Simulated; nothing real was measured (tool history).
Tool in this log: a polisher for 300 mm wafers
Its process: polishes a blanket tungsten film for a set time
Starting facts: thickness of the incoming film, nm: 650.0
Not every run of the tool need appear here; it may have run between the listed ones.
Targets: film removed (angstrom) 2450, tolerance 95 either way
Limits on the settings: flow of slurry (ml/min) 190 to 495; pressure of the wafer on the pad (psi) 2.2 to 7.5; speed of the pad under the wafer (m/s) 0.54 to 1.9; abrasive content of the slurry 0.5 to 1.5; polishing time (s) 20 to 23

run	hour	flow of slurry (ml/min)	pressure of the wafer on the pad (psi)	speed of the pad under the wafer (m/s)	abrasive content of the slurry	polishing time (s)	film removed (angstrom)
1	0	320	4.8	1.22	1	23	1711.6
2	7.1	370	4.8	1.22	1	23	1726.4
3	13	370	5.3	1.22	1	23	1858.9
4	16.3	370	5.8	1.22	1	23	1921.2
5	20.7	370	6.3	1.26	1	23	2165.6
6	24.5	300	6.3	1.26	1	23	2141.2
7	32.9	300	6.6	1.26	1	23	2211.3
8	35.4	300	6.8	1.26	1	23	2224.3

Next run, 5 choices. One meets every target within its allowed miss, the rest don't. Which?
A	37.9	240	5.8	1.28	0.95	23	?
B	37.9	235	6.8	1.4	1.2	22	?
C	37.9	325	7	1.2	1.05	20	?
D	37.9	205	6.4	1.34	1.1	20	?
E	37.9	270	7.4	1.16	0.95	22	?

move	film removed (angstrom)
A	1975.9
B	2432.1
C	1941.4
D	1960.8
E	2078.3
A: lands further from the targets than the last run did
B: in spec on every target
C: lands further from the targets than the last run did
D: lands further from the targets than the last run did
E: lands further from the targets than the last run did
The move that meets every target is B.
